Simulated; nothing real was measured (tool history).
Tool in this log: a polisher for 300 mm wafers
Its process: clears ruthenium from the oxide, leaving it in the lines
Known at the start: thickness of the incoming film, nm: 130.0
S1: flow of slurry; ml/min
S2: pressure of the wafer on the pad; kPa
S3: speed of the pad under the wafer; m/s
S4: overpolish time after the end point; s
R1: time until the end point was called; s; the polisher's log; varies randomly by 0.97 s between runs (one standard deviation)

| run | hour | S1 | S2 | S3 | S4 | R1 |
|---|---|---|---|---|---|---|
| 1 | 0 | 255 | 11.7 | 0.9 | 28 | 136.73 |
| 2 | 1.8 | 255 | 12.4 | 0.9 | 28 | 130.92 |
| 3 | 2.7 | 255 | 12.4 | 1 | 28 | 117.76 |
| 4 | 4.2 | 255 | 12.4 | 0.8 | 28 | 145.9 |
| 5 | 8.5 | 255 | 12.4 | 1.02 | 28 | 116.89 |
| 6 | 15.9 | 255 | 11 | 1.02 | 28 | 127.92 |
| 7 | 23 | 255 | 11.7 | 1.02 | 28 | 123.94 |
| 8 | 24 | 255 | 12.4 | 1.02 | 28 | 116.84 |
|  | 31.2 | head pressure recalibrated |
| 9 | 31.2 | 255 | 13.1 | 1.02 | 28 | 119.72 |
| 10 | 34.5 | 255 | 13.1 | 1.02 | 28 | 119.62 |
| 11 | 43 | 255 | 13.8 | 1.06 | 28 | 111.56 |

Run 12 is up next; what results do you expect?
| 12 | 49.8 | 255 | 14.5 | 1.08 | 28 | ? |

R1: 104.24 s

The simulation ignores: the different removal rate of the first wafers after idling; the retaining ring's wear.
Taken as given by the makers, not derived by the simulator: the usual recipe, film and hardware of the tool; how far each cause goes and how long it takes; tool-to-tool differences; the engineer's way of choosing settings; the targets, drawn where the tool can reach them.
